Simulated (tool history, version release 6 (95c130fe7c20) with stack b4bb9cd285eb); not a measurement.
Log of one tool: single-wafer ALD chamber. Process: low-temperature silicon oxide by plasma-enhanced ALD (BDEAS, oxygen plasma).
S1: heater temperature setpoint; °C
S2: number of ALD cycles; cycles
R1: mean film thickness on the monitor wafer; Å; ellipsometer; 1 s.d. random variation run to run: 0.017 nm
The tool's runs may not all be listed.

| run | hour | S1 | S2 | R1 |
|---|---|---|---|---|
| 1 | 0.0 | 95 | 18 | 27.233 |
| 2 | 2.6 | 100 | 18 | 26.773 |
| 3 | 3.4 | 92 | 18 | 27.108 |
| 4 | 7.7 | 91 | 19 | 28.835 |
| 5 | 15.7 | 96 | 19 | 28.086 |
| 6 | 18.5 | 96 | 17 | 25.266 |
| 7 | 27.0 | 95 | 18 | 26.878 |
| 8 | 28.9 | 83 | 21 | 32.709 |
| 9 | 29.7 | 84 | 21 | 32.794 |
| 10 | 34.6 | 85 | 21 | 32.580 |

What does the tool deliver on the next run?
| 11 | 35.4 | 86 | 21 | ? |

{"run 11": {"R1": 32.02}}
